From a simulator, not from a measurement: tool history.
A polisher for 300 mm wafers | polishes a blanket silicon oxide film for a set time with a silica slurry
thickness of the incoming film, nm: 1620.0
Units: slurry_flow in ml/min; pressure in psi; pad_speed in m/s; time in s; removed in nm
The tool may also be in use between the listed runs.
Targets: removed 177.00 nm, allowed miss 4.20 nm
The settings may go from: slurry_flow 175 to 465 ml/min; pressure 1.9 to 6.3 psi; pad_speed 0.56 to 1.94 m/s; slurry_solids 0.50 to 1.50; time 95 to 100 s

run  hour  slurry_flow  pressure  pad_speed  slurry_solids  time  removed
  1   0.0          295       4.1       1.24           1.00    95   277.83
  2   5.4          295       3.4       1.24           1.00    95   231.29
  3   6.3          295       3.3       1.24           1.00    95   220.32
  4  11.0          240       3.3       1.24           1.00    95   217.23
  5  13.3          235       3.2       1.24           1.00    95   210.83
  6  19.9          295       3.2       1.24           1.00    95   215.74
  7  21.1          290       3.1       1.24           1.00    95   208.69
  8  29.0          290       3.0       1.24           1.00    95   202.92
  9  31.7          285       2.9       1.24           1.00    95   198.03
 10  36.7          280       2.8       1.24           1.00    95   188.28
 11  37.9          275       2.8       1.24           1.00    95   187.36

4 next moves are on the table. One of them brings every result within its allowed miss. Which?
  A  39.1          285       2.7       1.10           1.15    98        ?
  B  39.1          225       2.8       1.14           0.90    95        ?
  C  39.1          215       2.5       1.28           1.00    95        ?
  D  39.1          210       3.3       1.20           0.65    95        ?

move  removed
   A   177.57
   B   166.71
   C   167.83
   D   184.86
A: meets every target
B: takes the result that was furthest off past its target
C: takes the result that was furthest off past its target
D: nearer than the last run, and not there yet
The right move is A.
